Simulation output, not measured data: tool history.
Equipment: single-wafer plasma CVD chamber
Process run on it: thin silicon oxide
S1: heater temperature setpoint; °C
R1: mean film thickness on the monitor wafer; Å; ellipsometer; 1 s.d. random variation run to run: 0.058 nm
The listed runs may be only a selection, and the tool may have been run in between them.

{"run": 1, "hour": 0.0, "S1": 395, "chamber pressure (Torr)": 0.724, "RF power (W)": 330, "deposition time (s)": 7.21, "R1": 133.72}
{"run": 2, "hour": 1.7, "S1": 395, "chamber pressure (Torr)": 0.681, "RF power (W)": 330, "deposition time (s)": 7.2, "R1": 124.08}
{"run": 3, "hour": 5.2, "S1": 395, "chamber pressure (Torr)": 0.681, "RF power (W)": 330, "deposition time (s)": 7.21, "R1": 125.13}
{"run": 4, "hour": 11.6, "S1": 395, "chamber pressure (Torr)": 0.681, "RF power (W)": 355, "deposition time (s)": 7.21, "R1": 128.97}
{"run": 5, "hour": 14.3, "S1": 395, "chamber pressure (Torr)": 0.738, "RF power (W)": 355, "deposition time (s)": 7.21, "R1": 139.86}
{"run": 6, "hour": 18.9, "S1": 395, "chamber pressure (Torr)": 0.688, "RF power (W)": 350, "deposition time (s)": 7.2, "R1": 128.7}
{"run": 7, "hour": 23.3, "S1": 395, "chamber pressure (Torr)": 0.655, "RF power (W)": 350, "deposition time (s)": 7.19, "R1": 122.38}

Expected results for the next run?
{"run": 8, "hour": 31.2, "S1": 395, "chamber pressure (Torr)": 0.631, "RF power (W)": 350, "deposition time (s)": 7.18, "R1": "?"}

For run 8 the tool returned R1 117.43 Å.
